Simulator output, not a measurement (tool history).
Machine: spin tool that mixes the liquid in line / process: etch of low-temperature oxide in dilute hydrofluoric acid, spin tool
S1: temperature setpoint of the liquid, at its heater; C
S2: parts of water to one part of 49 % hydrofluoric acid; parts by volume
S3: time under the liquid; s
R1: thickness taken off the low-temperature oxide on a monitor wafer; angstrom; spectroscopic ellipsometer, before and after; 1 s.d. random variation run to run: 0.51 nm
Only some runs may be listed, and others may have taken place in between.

run    day    S1   S2   S3      R1
  1  0.000  22.0  170  260  247.43
  2  0.371  22.0  215  260  184.56
  3  0.529  19.0  215  260  168.30
  4  0.896  22.0  170  260  250.25
  5  0.950  24.0  145  260  317.55
  6  1.188  24.0  145  260  316.36
  7  1.308  25.5  130  260  390.17

The next listed run, before its measurement:
  8  1.588  27.0  125  260   ?

{"run 8": {"R1": 429.22}}

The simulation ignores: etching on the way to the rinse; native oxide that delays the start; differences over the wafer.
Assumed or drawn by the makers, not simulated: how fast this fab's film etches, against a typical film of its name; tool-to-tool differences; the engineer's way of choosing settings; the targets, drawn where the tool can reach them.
